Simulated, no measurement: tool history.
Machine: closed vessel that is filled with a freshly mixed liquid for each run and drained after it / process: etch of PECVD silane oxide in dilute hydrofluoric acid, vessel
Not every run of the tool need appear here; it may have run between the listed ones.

run  hour  temperature setpoint of the liquid (K)  parts of water to one part of 49 % hydrofluoric acid (parts by volume)  time in the liquid (s)  thickness taken off the PECVD silane oxide on a monitor wafer (Å)
  1   0.0                                  294.15                                                                     120                     105                                                             118.67
  2   7.6                                  292.15                                                                     120                     105                                                             111.19
  3  13.1                                  292.15                                                                     120                     115                                                             120.21
  4  19.1                                  290.15                                                                     120                     115                                                             110.58
  5  21.2                                  290.15                                                                     120                     105                                                             100.93
  6  29.5                                  292.15                                                                     110                     105                                                             119.69
  7  30.8                                  293.65                                                                     100                     105                                                             144.17
  8  38.9                                  295.15                                                                      95                     105                                                             160.86
  9  47.3                                  296.15                                                                      90                     105                                                             180.14
     49.1  -- thermometer replaced
 10  49.1                                  297.15                                                                      85                     105                                                             189.11

Predict the results of run 11:
 11  52.2                                  298.15                                                                      80                     105                                                                  ?

{"run 11": {"thickness taken off the PECVD silane oxide on a monitor wafer (Å)": 210.87}}

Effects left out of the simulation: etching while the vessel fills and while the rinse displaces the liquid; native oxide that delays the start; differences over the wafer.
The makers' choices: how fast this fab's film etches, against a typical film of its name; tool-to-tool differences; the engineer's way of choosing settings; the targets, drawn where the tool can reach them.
